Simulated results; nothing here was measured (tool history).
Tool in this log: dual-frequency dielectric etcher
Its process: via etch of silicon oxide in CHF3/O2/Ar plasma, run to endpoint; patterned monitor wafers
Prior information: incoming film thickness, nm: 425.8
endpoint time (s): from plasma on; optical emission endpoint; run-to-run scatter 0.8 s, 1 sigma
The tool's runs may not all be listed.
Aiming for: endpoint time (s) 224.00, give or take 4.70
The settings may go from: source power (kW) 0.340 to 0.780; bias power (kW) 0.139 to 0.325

run 1 hour=0.0 | source_power_(kW)=0.560 bias_power_(kW)=0.232 | endpoint_time_(s)=192.58
run 2 hour=2.0 | source_power_(kW)=0.630 bias_power_(kW)=0.232 | endpoint_time_(s)=182.19
run 3 hour=5.4 | source_power_(kW)=0.610 bias_power_(kW)=0.230 | endpoint_time_(s)=184.67
run 4 hour=9.5 | source_power_(kW)=0.590 bias_power_(kW)=0.228 | endpoint_time_(s)=187.93
run 5 hour=15.1 | source_power_(kW)=0.570 bias_power_(kW)=0.226 | endpoint_time_(s)=191.16
run 6 hour=23.9 | source_power_(kW)=0.550 bias_power_(kW)=0.224 | endpoint_time_(s)=197.32
run 7 hour=28.0 | source_power_(kW)=0.540 bias_power_(kW)=0.223 | endpoint_time_(s)=197.68
run 8 hour=29.8 | source_power_(kW)=0.530 bias_power_(kW)=0.222 | endpoint_time_(s)=200.28
run 9 hour=38.5 | source_power_(kW)=0.530 bias_power_(kW)=0.222 | endpoint_time_(s)=198.99
run 10 hour=42.7 | source_power_(kW)=0.520 bias_power_(kW)=0.221 | endpoint_time_(s)=201.09
run 11 hour=49.8 | source_power_(kW)=0.510 bias_power_(kW)=0.220 | endpoint_time_(s)=204.17
run 12 hour=56.2 | source_power_(kW)=0.500 bias_power_(kW)=0.219 | endpoint_time_(s)=207.54

Of the 4 settings listed for the next run, only one would bring every result within its allowed miss of target. Which one?
run A hour=62.6 | source_power_(kW)=0.530 bias_power_(kW)=0.266 | endpoint_time_(s)=?
run B hour=62.6 | source_power_(kW)=0.390 bias_power_(kW)=0.219 | endpoint_time_(s)=?
run C hour=62.6 | source_power_(kW)=0.480 bias_power_(kW)=0.208 | endpoint_time_(s)=?
run D hour=62.6 | source_power_(kW)=0.450 bias_power_(kW)=0.207 | endpoint_time_(s)=?

move=A endpoint_time_(s)=187.88
move=B endpoint_time_(s)=236.25
move=C endpoint_time_(s)=215.59
move=D endpoint_time_(s)=223.27
A: its largest miss is bigger than the last run's
B: takes the result that was furthest off past its target
C: nearer than the last run, and not there yet
D: all results in spec
The right move is D.

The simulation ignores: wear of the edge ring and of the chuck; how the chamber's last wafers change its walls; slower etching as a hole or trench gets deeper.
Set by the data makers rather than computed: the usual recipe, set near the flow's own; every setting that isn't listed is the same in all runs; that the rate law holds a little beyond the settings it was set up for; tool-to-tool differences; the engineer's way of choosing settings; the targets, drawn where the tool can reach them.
